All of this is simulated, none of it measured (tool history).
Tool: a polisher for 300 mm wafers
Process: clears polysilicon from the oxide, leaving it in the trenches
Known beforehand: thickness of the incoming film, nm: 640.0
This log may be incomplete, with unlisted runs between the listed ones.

run  hour  flow of slurry (ml/min)  pressure of the wafer on the pad (psi)  speed of the pad under the wafer (cm/s)  overpolish time after the end point (s)  time until the end point was called (s)  dishing of a wide line in a test structure (nm)
  1     0                      130                                     1.9                                       92                                       28                                   63.603                                           38.656
  2   4.1                      130                                     1.8                                       88                                       28                                   70.211                                           42.873
  3   6.8                      125                                     1.7                                       84                                       25                                   76.204                                           40.899
  4   9.1                      120                                     1.6                                       80                                       23                                   84.213                                           39.469
  5  11.8                      120                                     1.3                                       80                                       23                                   98.176                                           40.919
  6  14.2                      120                                     1.3                                       80                                       18                                   96.929                                           38.429

For run 7, what comes out?
  7  19.7                      120                                     1.2                                       78                                       18                                        ?                                                ?

time until the end point was called (s): 105.19
dishing of a wide line in a test structure (nm): 38.704

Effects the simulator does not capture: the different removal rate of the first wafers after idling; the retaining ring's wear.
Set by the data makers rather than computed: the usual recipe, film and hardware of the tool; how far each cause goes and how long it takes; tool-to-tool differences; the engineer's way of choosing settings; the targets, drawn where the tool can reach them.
